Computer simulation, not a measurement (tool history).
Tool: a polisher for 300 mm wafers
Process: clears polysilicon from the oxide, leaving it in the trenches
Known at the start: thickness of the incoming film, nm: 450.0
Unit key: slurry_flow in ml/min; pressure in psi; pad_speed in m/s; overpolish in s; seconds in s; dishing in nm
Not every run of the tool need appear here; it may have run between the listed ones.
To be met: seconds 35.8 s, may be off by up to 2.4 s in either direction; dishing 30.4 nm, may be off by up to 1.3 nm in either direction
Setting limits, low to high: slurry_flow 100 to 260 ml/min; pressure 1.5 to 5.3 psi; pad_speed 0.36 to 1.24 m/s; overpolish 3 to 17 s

run,hour,slurry_flow,pressure,pad_speed,overpolish,seconds,dishing
1,0,165,3.4,0.8,9,29.852,38.931
2,5.8,165,3.2,0.8,7,29.649,36.484
3,11.8,165,2.7,0.82,6,35.53,33.563
4,12.5,165,3.1,0.82,6,31.015,33.925
5,13.7,145,3.1,0.82,6,31.138,34.054
6,21.6,145,3.8,0.82,6,25.754,36.877
7,26.4,145,3.4,0.82,5,28.358,33.531
8,30.5,145,3.1,0.82,5,32.166,31.769
9,36.4,145,3.1,0.82,5,31.079,32.028
10,45.1,140,3,0.82,5,33.439,32.096
11,52.8,135,3,0.82,5,33.058,31.649

Exactly one of the 4 candidate moves below puts every result within its allowed miss. Which one?
A,60.5,110,2.8,1.02,5,?,?
B,60.5,150,2.2,1.02,5,?,?
C,60.5,170,3.3,0.8,6,?,?
D,60.5,100,3.4,0.82,6,?,?

move,seconds,dishing
A,29.752,32.866
B,34.731,30.786
C,28.911,35.369
D,30.915,34.623
A: misses by more than the last run did
B: meets every target
C: misses by more than the last run did
D: misses by more than the last run did
B is the move that brings every result within its allowed miss.
